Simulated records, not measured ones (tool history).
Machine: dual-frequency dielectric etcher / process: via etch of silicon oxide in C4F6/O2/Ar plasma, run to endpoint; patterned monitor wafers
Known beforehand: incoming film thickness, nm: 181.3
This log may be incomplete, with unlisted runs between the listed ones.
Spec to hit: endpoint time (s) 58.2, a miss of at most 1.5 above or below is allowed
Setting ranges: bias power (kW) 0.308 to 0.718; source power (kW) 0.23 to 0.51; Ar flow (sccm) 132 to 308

{"run": 1, "day": 0.0, "bias power (kW)": 0.513, "source power (kW)": 0.37, "Ar flow (sccm)": 220, "endpoint time (s)": 39.841}
{"run": 2, "day": 0.246, "bias power (kW)": 0.597, "source power (kW)": 0.37, "Ar flow (sccm)": 220, "endpoint time (s)": 38.103}
{"run": 3, "day": 0.267, "bias power (kW)": 0.597, "source power (kW)": 0.37, "Ar flow (sccm)": 258, "endpoint time (s)": 38.458}
{"run": 4, "day": 0.567, "bias power (kW)": 0.597, "source power (kW)": 0.37, "Ar flow (sccm)": 227, "endpoint time (s)": 38.287}
{"run": 5, "day": 0.917, "bias power (kW)": 0.597, "source power (kW)": 0.37, "Ar flow (sccm)": 197, "endpoint time (s)": 37.449}
{"run": 6, "day": 0.95, "bias power (kW)": 0.521, "source power (kW)": 0.33, "Ar flow (sccm)": 226, "endpoint time (s)": 42.479}
{"run": 7, "day": 1.121, "bias power (kW)": 0.465, "source power (kW)": 0.3, "Ar flow (sccm)": 240, "endpoint time (s)": 47.481}
{"run": 8, "day": 1.212, "bias power (kW)": 0.432, "source power (kW)": 0.28, "Ar flow (sccm)": 242, "endpoint time (s)": 50.848}

Which single option among these 5 for the next run brings every result within its allowed miss of target? Just one does.
{"run": "A", "day": 1.304, "bias power (kW)": 0.434, "source power (kW)": 0.34, "Ar flow (sccm)": 226, "endpoint time (s)": "?"}
{"run": "B", "day": 1.304, "bias power (kW)": 0.308, "source power (kW)": 0.27, "Ar flow (sccm)": 252, "endpoint time (s)": "?"}
{"run": "C", "day": 1.304, "bias power (kW)": 0.511, "source power (kW)": 0.33, "Ar flow (sccm)": 233, "endpoint time (s)": "?"}
{"run": "D", "day": 1.304, "bias power (kW)": 0.493, "source power (kW)": 0.29, "Ar flow (sccm)": 219, "endpoint time (s)": "?"}
{"run": "E", "day": 1.304, "bias power (kW)": 0.581, "source power (kW)": 0.31, "Ar flow (sccm)": 272, "endpoint time (s)": "?"}

move=A endpoint_time_(s)=44.68
move=B endpoint_time_(s)=58.638
move=C endpoint_time_(s)=42.904
move=D endpoint_time_(s)=46.286
move=E endpoint_time_(s)=43.214
A: the biggest miss grows against the last run
B: each result inside its tolerance
C: the biggest miss grows against the last run
D: the biggest miss grows against the last run
E: the biggest miss grows against the last run
Answer: B

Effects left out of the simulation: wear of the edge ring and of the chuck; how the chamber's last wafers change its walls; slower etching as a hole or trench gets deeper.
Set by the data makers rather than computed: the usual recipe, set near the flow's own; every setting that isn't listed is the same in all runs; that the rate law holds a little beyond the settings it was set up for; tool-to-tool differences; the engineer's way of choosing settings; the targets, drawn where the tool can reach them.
